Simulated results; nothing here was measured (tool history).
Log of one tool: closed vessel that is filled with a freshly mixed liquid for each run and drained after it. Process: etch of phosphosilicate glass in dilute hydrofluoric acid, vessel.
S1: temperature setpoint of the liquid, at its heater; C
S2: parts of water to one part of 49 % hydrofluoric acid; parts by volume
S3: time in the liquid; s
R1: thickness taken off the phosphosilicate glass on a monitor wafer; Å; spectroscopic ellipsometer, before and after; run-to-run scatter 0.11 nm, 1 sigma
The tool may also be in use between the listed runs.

run 1 hour=0.0 | S1=24.0 S2=85 S3=30 | R1=206.91
run 2 hour=2.2 | S1=24.0 S2=85 S3=30 | R1=206.39
run 3 hour=7.0 | S1=22.5 S2=85 S3=30 | R1=198.37
run 4 hour=13.9 | S1=22.5 S2=95 S3=30 | R1=173.92
run 5 hour=22.2 | S1=22.5 S2=70 S3=30 | R1=242.90
run 6 hour=27.6 | S1=21.5 S2=75 S3=30 | R1=215.53

Run 7 comes next. What will it give?
run 7 hour=32.5 | S1=20.5 S2=80 S3=30 | R1=?

R1: 191.86 Å
